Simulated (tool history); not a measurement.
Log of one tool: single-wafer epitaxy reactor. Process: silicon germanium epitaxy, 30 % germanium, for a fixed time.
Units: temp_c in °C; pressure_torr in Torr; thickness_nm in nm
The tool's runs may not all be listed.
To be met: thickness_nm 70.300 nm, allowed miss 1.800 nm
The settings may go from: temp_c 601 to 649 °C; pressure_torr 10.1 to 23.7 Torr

Run 1, hour 0.0: temp_c 625 °C, pressure_torr 16.9 Torr. Result: thickness_nm 82.073 nm.
Run 2, hour 6.0: temp_c 630 °C, pressure_torr 16.9 Torr. Result: thickness_nm 90.598 nm.
Run 3, hour 14.6: temp_c 637 °C, pressure_torr 16.9 Torr. Result: thickness_nm 103.650 nm.
Run 4, hour 16.9: temp_c 634 °C, pressure_torr 16.8 Torr. Result: thickness_nm 98.135 nm.
Run 5, hour 20.9: temp_c 631 °C, pressure_torr 16.7 Torr. Result: thickness_nm 91.920 nm.
Run 6, hour 25.2: temp_c 629 °C, pressure_torr 16.6 Torr. Result: thickness_nm 88.811 nm.
Run 7, hour 29.6: temp_c 627 °C, pressure_torr 16.5 Torr. Result: thickness_nm 85.008 nm.
Run 8, hour 31.7: temp_c 626 °C, pressure_torr 16.5 Torr. Result: thickness_nm 83.655 nm.
Run 9, hour 37.0: temp_c 625 °C, pressure_torr 16.5 Torr. Result: thickness_nm 81.862 nm.
Run 10, hour 37.6: temp_c 624 °C, pressure_torr 16.5 Torr. Result: thickness_nm 80.096 nm.
Run 11, hour 40.5: temp_c 623 °C, pressure_torr 16.5 Torr. Result: thickness_nm 78.605 nm.
Run 12, hour 45.1: temp_c 622 °C, pressure_torr 16.5 Torr. Result: thickness_nm 77.034 nm.
Run 13, hour 47.3: temp_c 616 °C, pressure_torr 16.3 Torr. Result: thickness_nm 67.974 nm.

Which of these 4 next moves meets every target?
Run A, hour 49.5: temp_c 617 °C, pressure_torr 16.8 Torr. Result: thickness_nm ?.
Run B, hour 49.5: temp_c 612 °C, pressure_torr 17.2 Torr. Result: thickness_nm ?.
Run C, hour 49.5: temp_c 618 °C, pressure_torr 12.7 Torr. Result: thickness_nm ?.
Run D, hour 49.5: temp_c 614 °C, pressure_torr 16.6 Torr. Result: thickness_nm ?.

move  thickness_nm
   A        70.079
   B        63.735
   C        66.695
   D        65.760
A: meets every target
B: further off than the last run
C: further off than the last run
D: further off than the last run
Move A is the one to make.

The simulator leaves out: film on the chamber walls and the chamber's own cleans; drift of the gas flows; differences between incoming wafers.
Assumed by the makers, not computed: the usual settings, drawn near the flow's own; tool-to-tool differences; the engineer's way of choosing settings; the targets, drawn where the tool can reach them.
